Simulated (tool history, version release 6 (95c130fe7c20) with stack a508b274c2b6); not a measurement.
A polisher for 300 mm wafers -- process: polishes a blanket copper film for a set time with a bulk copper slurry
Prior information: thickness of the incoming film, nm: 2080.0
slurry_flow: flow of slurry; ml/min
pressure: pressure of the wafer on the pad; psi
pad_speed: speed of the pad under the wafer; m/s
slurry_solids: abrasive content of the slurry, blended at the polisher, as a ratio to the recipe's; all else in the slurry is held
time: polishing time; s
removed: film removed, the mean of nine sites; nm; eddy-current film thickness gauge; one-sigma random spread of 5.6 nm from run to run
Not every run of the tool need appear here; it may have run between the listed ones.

run  hour  slurry_flow  pressure  pad_speed  slurry_solids  time  removed
  1     0          210       3.3       1.24              1    65   720.93
  2   8.7          210       2.8       1.24              1    65   613.29
  3  16.1          210       2.6       1.24              1    65   572.56
  4  20.7          210       2.6       1.24           1.15    65   574.23
  5  22.3          210       2.6       1.24           0.95    65   568.75
  6  25.9          210       2.5       1.24           0.95    65   542.56

Forecast run 7:
  7  34.3          210       2.4       1.24           0.95    65        ?

{"run 7": {"removed": 514.46}}
